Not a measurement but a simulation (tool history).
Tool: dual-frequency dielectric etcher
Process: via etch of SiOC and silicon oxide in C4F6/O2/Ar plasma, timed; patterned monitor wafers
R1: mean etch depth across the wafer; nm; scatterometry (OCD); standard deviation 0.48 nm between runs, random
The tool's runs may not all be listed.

Run 1, hour 0: source power (W) 390, bias power (W) 179, etch time (s) 76.5. Result: R1 84.982 nm.
Run 2, hour 5.9: source power (W) 420, bias power (W) 187, etch time (s) 77. Result: R1 89.072 nm.
Run 3, hour 11.9: source power (W) 420, bias power (W) 187, etch time (s) 80. Result: R1 92.87 nm.
Run 4, hour 16.4: source power (W) 420, bias power (W) 215, etch time (s) 80. Result: R1 97.948 nm.
Run 5, hour 17.7: source power (W) 360, bias power (W) 215, etch time (s) 80. Result: R1 93.537 nm.
Run 6, hour 26.3: source power (W) 360, bias power (W) 215, etch time (s) 76.5. Result: R1 88.773 nm.

The next listed run, before its measurement:
Run 7, hour 31.5: source power (W) 440, bias power (W) 234, etch time (s) 77. Result: R1 ?.

{"run 7": {"R1": 99.57}}
